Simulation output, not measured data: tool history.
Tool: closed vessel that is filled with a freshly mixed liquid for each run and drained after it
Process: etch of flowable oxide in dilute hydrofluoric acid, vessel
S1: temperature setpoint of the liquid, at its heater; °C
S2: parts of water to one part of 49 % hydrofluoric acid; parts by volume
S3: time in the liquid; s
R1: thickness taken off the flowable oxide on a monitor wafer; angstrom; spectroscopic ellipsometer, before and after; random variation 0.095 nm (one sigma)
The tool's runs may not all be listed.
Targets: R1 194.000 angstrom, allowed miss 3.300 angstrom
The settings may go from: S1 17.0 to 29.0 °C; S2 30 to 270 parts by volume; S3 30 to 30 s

| run | hour | S1 | S2 | S3 | R1 |
|---|---|---|---|---|---|
| 1 | 0.0 | 21.0 | 150 | 30 | 83.574 |
| 2 | 2.0 | 18.0 | 150 | 30 | 73.461 |
| 3 | 6.8 | 18.0 | 180 | 30 | 59.283 |
| 4 | 10.6 | 20.0 | 160 | 30 | 74.537 |
| 5 | 15.4 | 20.0 | 200 | 30 | 57.430 |
| 6 | 21.0 | 21.5 | 175 | 30 | 71.004 |
| 7 | 27.1 | 23.0 | 155 | 30 | 86.474 |
| 8 | 28.0 | 24.0 | 140 | 30 | 101.400 |
| 9 | 33.8 | 25.0 | 130 | 30 | 114.380 |
| 10 | 37.6 | 29.0 | 75 | 30 | 250.620 |
| 11 | 46.1 | 28.0 | 75 | 30 | 240.440 |
| 12 | 47.5 | 27.0 | 75 | 30 | 230.650 |
| 13 | 50.2 | 26.0 | 75 | 30 | 222.670 |
| 14 | 54.1 | 25.5 | 75 | 30 | 216.060 |
| 15 | 58.4 | 25.0 | 75 | 30 | 212.340 |
| 16 | 67.3 | 24.5 | 75 | 30 | 208.090 |
| 17 | 74.2 | 24.0 | 75 | 30 | 203.070 |

4 next moves are on the table. One of them brings every result within its allowed miss. Which?
| A | 81.1 | 23.5 | 75 | 30 | ? |
| B | 81.1 | 26.0 | 85 | 30 | ? |
| C | 81.1 | 20.0 | 65 | 30 | ? |
| D | 81.1 | 29.0 | 90 | 30 | ? |

| move | R1 |
|---|---|
| A | 201.470 |
| B | 193.920 |
| C | 203.660 |
| D | 204.340 |
A: nearer than the last run, and not there yet
B: meets every target
C: further off than the last run
D: further off than the last run
Answer: B

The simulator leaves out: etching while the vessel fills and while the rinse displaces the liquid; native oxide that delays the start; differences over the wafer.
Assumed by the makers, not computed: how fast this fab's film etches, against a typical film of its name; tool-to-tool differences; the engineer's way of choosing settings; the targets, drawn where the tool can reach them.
